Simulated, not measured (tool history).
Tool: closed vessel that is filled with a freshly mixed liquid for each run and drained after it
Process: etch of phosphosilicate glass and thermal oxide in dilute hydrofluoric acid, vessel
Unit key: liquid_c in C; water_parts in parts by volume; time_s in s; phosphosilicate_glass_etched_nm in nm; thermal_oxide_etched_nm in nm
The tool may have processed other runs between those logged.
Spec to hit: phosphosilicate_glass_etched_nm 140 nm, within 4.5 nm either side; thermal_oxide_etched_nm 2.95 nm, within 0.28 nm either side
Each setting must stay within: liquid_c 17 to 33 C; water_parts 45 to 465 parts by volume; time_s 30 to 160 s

| run | hour | liquid_c | water_parts | time_s | phosphosilicate_glass_etched_nm | thermal_oxide_etched_nm |
|---|---|---|---|---|---|---|
| 1 | 0 | 25 | 255 | 80 | 58.418 | 1.185 |
| 2 | 7.7 | 26 | 235 | 80 | 66.382 | 1.3595 |
| 3 | 11.4 | 27 | 220 | 80 | 73.99 | 1.572 |
| 4 | 15.2 | 27 | 220 | 115 | 107.31 | 2.2495 |
| 5 | 19.9 | 27.5 | 215 | 115 | 111.75 | 2.3172 |
| 6 | 22.4 | 28 | 210 | 115 | 116.8 | 2.432 |
| 7 | 26.4 | 28.5 | 210 | 115 | 118 | 2.5042 |
| 8 | 33 | 28.5 | 205 | 115 | 124.68 | 2.5229 |
| 9 | 41.7 | 29.5 | 200 | 115 | 132.02 | 2.802 |

Exercise: of the 4 proposed moves below, exactly one satisfies all targets within the stated allowed misses. Which move is it?
| A | 50.4 | 26.5 | 250 | 160 | ? | ? |
| B | 50.4 | 30 | 245 | 145 | ? | ? |
| C | 50.4 | 25 | 170 | 110 | ? | ? |
| D | 50.4 | 31.5 | 210 | 120 | ? | ? |

| move | phosphosilicate_glass_etched_nm | thermal_oxide_etched_nm |
|---|---|---|
| A | 126.2 | 2.6549 |
| B | 132.23 | 2.7817 |
| C | 132.07 | 2.7784 |
| D | 140.06 | 2.9464 |
A: misses by more than the last run did
B: just as far off the targets as the last run
C: just as far off the targets as the last run
D: all results in spec
Answer: D
